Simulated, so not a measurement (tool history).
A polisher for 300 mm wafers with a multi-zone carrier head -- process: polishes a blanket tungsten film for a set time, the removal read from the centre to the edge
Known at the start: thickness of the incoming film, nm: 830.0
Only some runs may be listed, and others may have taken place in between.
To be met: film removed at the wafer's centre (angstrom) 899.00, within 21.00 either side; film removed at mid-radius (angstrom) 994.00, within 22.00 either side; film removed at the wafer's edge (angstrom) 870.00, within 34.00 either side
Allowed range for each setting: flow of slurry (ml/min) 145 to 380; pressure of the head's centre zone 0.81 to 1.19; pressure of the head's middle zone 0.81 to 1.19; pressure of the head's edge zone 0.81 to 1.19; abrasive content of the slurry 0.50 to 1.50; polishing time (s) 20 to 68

| run | hour | flow of slurry (ml/min) | pressure of the head's centre zone | pressure of the head's middle zone | pressure of the head's edge zone | abrasive content of the slurry | polishing time (s) | film removed at the wafer's centre (angstrom) | film removed at mid-radius (angstrom) | film removed at the wafer's edge (angstrom) |
|---|---|---|---|---|---|---|---|---|---|---|
| 1 | 0.0 | 245 | 1.00 | 1.00 | 1.00 | 1.00 | 44 | 1640.50 | 1640.30 | 1634.90 |
| 2 | 3.5 | 245 | 0.95 | 1.00 | 1.00 | 1.00 | 44 | 1566.40 | 1655.60 | 1630.40 |
| 3 | 9.7 | 245 | 0.94 | 1.00 | 0.95 | 0.85 | 39 | 1360.80 | 1420.80 | 1410.80 |
| 4 | 16.7 | 245 | 0.94 | 1.00 | 0.95 | 0.85 | 46 | 1590.30 | 1666.80 | 1640.60 |
| 5 | 24.0 | 245 | 0.89 | 1.00 | 0.95 | 0.85 | 46 | 1528.30 | 1672.20 | 1645.30 |
| 6 | 32.5 | 245 | 0.91 | 1.03 | 0.91 | 0.75 | 40 | 1327.80 | 1447.10 | 1405.40 |
| 7 | 39.6 | 250 | 0.93 | 1.07 | 0.88 | 0.70 | 35 | 1173.10 | 1307.90 | 1175.50 |
| 8 | 43.7 | 250 | 0.93 | 1.07 | 0.87 | 0.65 | 32 | 1056.60 | 1183.70 | 1072.80 |
| 9 | 46.1 | 250 | 0.94 | 1.07 | 0.86 | 0.60 | 31 | 1020.30 | 1132.40 | 1002.00 |
| 10 | 47.7 | 200 | 0.92 | 1.03 | 0.81 | 0.50 | 28 | 841.22 | 934.31 | 839.14 |
| 11 | 50.7 | 215 | 0.92 | 1.04 | 0.81 | 0.50 | 28 | 866.66 | 950.07 | 846.45 |

Next run, 4 choices. One meets every target within its allowed miss, the rest don't. Which?
| A | 53.7 | 170 | 0.97 | 1.08 | 0.81 | 0.50 | 28 | ? | ? | ? |
| B | 53.7 | 255 | 0.96 | 1.09 | 0.87 | 0.75 | 26 | ? | ? | ? |
| C | 53.7 | 225 | 1.03 | 1.09 | 0.81 | 0.55 | 26 | ? | ? | ? |
| D | 53.7 | 205 | 0.88 | 0.93 | 0.95 | 0.55 | 30 | ? | ? | ? |

| move | film removed at the wafer's centre (angstrom) | film removed at mid-radius (angstrom) | film removed at the wafer's edge (angstrom) |
|---|---|---|---|
| A | 861.99 | 940.14 | 821.39 |
| B | 906.32 | 996.80 | 876.83 |
| C | 897.29 | 935.12 | 800.42 |
| D | 900.23 | 930.68 | 984.51 |
A: misses by more than the last run did
B: all results land within tolerance of their targets
C: misses by more than the last run did
D: misses by more than the last run did
The right move is B.
